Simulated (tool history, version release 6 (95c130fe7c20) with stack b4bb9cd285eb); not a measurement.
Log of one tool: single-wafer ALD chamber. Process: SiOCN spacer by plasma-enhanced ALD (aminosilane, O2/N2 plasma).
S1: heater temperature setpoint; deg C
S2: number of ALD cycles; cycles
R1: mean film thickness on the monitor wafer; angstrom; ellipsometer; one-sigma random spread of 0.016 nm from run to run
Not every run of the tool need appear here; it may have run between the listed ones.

{"run": 1, "hour": 0.0, "S1": 395, "S2": 94, "R1": 55.539}
{"run": 2, "hour": 4.9, "S1": 395, "S2": 97, "R1": 57.031}
{"run": 3, "hour": 14.0, "S1": 388, "S2": 97, "R1": 57.183}
{"run": 4, "hour": 20.9, "S1": 388, "S2": 84, "R1": 49.499}
{"run": 5, "hour": 25.5, "S1": 388, "S2": 89, "R1": 52.382}
{"run": 6, "hour": 29.1, "S1": 379, "S2": 89, "R1": 52.517}
{"run": 7, "hour": 36.1, "S1": 379, "S2": 89, "R1": 52.6}
{"run": 8, "hour": 39.4, "S1": 379, "S2": 93, "R1": 54.644}
{"run": 9, "hour": 48.2, "S1": 379, "S2": 96, "R1": 56.509}
{"run": 10, "hour": 51.3, "S1": 379, "S2": 99, "R1": 58.3}
{"run": 11, "hour": 59.7, "S1": 379, "S2": 101, "R1": 59.384}

Estimate the outcome of run 12 from the log above:
{"run": 12, "hour": 60.8, "S1": 379, "S2": 103, "R1": "?"}

R1: 60.622 angstrom
